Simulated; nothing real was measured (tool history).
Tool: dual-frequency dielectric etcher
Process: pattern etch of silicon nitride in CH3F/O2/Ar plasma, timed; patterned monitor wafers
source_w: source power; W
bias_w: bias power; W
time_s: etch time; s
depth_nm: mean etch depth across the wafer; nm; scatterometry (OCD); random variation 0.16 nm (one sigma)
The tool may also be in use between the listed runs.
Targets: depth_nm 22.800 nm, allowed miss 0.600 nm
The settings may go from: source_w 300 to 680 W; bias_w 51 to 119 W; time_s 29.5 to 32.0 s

run 1 hour=0.0 | source_w=490 bias_w=85 time_s=32.0 | depth_nm=25.356
run 2 hour=4.4 | source_w=490 bias_w=98 time_s=32.0 | depth_nm=27.498
run 3 hour=10.5 | source_w=490 bias_w=111 time_s=32.0 | depth_nm=29.132
run 4 hour=11.7 | source_w=490 bias_w=118 time_s=32.0 | depth_nm=30.081
run 5 hour=15.8 | source_w=490 bias_w=118 time_s=29.5 | depth_nm=27.892
run 6 hour=24.2 | source_w=490 bias_w=105 time_s=29.5 | depth_nm=26.629
run 7 hour=28.9 | source_w=490 bias_w=105 time_s=29.5 | depth_nm=26.259
run 8 hour=31.5 | source_w=450 bias_w=103 time_s=29.5 | depth_nm=25.145
run 9 hour=39.5 | source_w=430 bias_w=102 time_s=29.5 | depth_nm=24.494
run 10 hour=41.9 | source_w=410 bias_w=101 time_s=29.5 | depth_nm=23.622
run 11 hour=48.7 | source_w=400 bias_w=101 time_s=29.5 | depth_nm=23.515
run 12 hour=57.5 | source_w=360 bias_w=98 time_s=29.5 | depth_nm=21.836

Which of these 5 next moves meets every target?
run A hour=66.3 | source_w=410 bias_w=89 time_s=30.5 | depth_nm=?
run B hour=66.3 | source_w=300 bias_w=114 time_s=29.5 | depth_nm=?
run C hour=66.3 | source_w=300 bias_w=106 time_s=30.5 | depth_nm=?
run D hour=66.3 | source_w=360 bias_w=88 time_s=30.0 | depth_nm=?
run E hour=66.3 | source_w=350 bias_w=110 time_s=31.0 | depth_nm=?

move=A depth_nm=22.948
move=B depth_nm=21.877
move=C depth_nm=21.744
move=D depth_nm=21.093
move=E depth_nm=24.304
A: meets every target
B: as far off as the last run
C: further off than the last run
D: further off than the last run
E: takes the result that was furthest off past its target
Move A is the one to make.
